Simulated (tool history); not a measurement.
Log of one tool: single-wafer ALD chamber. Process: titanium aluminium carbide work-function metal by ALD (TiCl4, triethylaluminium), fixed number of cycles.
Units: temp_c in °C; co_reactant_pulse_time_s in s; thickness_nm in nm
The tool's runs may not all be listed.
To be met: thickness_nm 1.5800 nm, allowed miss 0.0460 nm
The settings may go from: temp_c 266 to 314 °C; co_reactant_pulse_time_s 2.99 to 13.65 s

run  hour  temp_c  co_reactant_pulse_time_s  thickness_nm
  1   0.0     290                      8.32        1.8920
  2   3.6     296                      8.32        1.9297
  3   4.2     293                      7.58        1.8630
  4  13.2     293                      8.82        1.9324
  5  16.9     303                      8.82        2.0094
  6  23.0     312                      8.82        2.0913
  7  31.0     307                      8.01        2.0023
  8  35.3     303                      7.31        1.9191
  9  38.0     301                      6.76        1.8415
 10  46.2     289                      5.03        1.4580
 11  49.1     290                      5.08        1.4785
 12  51.8     291                      5.12        1.4947
 13  54.1     292                      5.16        1.5090
 14  59.6     293                      5.19        1.5225

Which of these 4 next moves meets every target?
  A  65.1     300                      5.66             ?
  B  65.1     293                      5.01             ?
  C  65.1     288                      5.67             ?
  D  65.1     290                      5.06             ?

move  thickness_nm
   A        1.6729
   B        1.4806
   C        1.5981
   D        1.4760
A: takes the result that was furthest off past its target
B: further off than the last run
C: meets every target
D: further off than the last run
The right move is C.
